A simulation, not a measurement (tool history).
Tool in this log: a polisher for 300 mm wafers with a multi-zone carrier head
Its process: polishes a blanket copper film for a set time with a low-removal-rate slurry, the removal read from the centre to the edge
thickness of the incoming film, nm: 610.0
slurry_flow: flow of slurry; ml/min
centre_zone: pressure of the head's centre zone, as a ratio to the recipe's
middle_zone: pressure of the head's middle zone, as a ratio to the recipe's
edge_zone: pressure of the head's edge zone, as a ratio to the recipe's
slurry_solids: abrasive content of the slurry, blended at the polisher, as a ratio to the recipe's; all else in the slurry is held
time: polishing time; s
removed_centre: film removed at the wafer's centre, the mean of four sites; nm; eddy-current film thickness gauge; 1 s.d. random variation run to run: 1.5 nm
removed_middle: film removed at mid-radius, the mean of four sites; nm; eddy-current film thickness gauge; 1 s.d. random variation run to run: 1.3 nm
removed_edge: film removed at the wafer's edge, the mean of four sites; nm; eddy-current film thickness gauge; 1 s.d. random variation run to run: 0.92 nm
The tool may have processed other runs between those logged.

run	hour	slurry_flow	centre_zone	middle_zone	edge_zone	slurry_solids	time	removed_centre	removed_middle	removed_edge
1	0	250	1	1	1	1	46	96.988	98.884	91.888
2	3.4	255	0.99	1.02	1.03	1.05	46	99.176	101.32	93.82
3	6.1	255	0.96	1.03	1.05	1.15	47	99.004	106.52	98.704
4	8.6	260	0.95	1.04	1.07	1.2	47	99.83	108.18	101.37
5	14.5	225	0.95	1.04	1.07	1.2	47	97.373	105.68	99.214
6	16.3	225	0.92	1.04	1.07	1.2	47	92.13	107.35	99.103
7	23.9	240	0.92	1.06	1.09	1.25	47	93.638	106.84	102.33

Estimate the outcome of run 8 from the log above:
# hour 27.8: edge zone pressure recalibrated
8	27.8	245	0.92	1.08	1.08	1.3	47	?	?	?

removed_centre: 97.862 nm
removed_middle: 111.39 nm
removed_edge: 104.7 nm
